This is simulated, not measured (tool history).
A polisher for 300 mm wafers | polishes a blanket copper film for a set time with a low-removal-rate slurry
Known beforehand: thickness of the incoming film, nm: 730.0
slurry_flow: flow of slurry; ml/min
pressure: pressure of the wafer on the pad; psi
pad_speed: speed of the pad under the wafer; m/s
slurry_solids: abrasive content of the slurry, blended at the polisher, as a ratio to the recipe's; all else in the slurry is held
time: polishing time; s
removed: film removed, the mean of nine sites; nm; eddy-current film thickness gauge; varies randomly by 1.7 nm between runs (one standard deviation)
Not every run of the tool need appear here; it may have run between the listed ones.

{"run": 1, "hour": 0.0, "slurry_flow": 210, "pressure": 2.5, "pad_speed": 1.22, "slurry_solids": 1.0, "time": 39, "removed": 98.065}
{"run": 2, "hour": 7.2, "slurry_flow": 210, "pressure": 2.7, "pad_speed": 1.22, "slurry_solids": 1.0, "time": 39, "removed": 103.31}
{"run": 3, "hour": 8.7, "slurry_flow": 210, "pressure": 2.7, "pad_speed": 1.06, "slurry_solids": 1.0, "time": 39, "removed": 92.372}
{"run": 4, "hour": 13.7, "slurry_flow": 210, "pressure": 2.7, "pad_speed": 1.06, "slurry_solids": 1.0, "time": 35, "removed": 84.341}
{"run": 5, "hour": 18.6, "slurry_flow": 210, "pressure": 3.1, "pad_speed": 1.06, "slurry_solids": 1.0, "time": 35, "removed": 93.819}
{"run": 6, "hour": 25.5, "slurry_flow": 210, "pressure": 3.3, "pad_speed": 1.08, "slurry_solids": 1.0, "time": 35, "removed": 97.701}
{"run": 7, "hour": 26.9, "slurry_flow": 210, "pressure": 3.5, "pad_speed": 1.12, "slurry_solids": 1.0, "time": 35, "removed": 109.31}

What does the tool deliver on the next run?
{"run": 8, "hour": 31.4, "slurry_flow": 210, "pressure": 3.5, "pad_speed": 1.12, "slurry_solids": 1.0, "time": 35, "removed": "?"}

Logged for run 8: removed 107.440 nm.
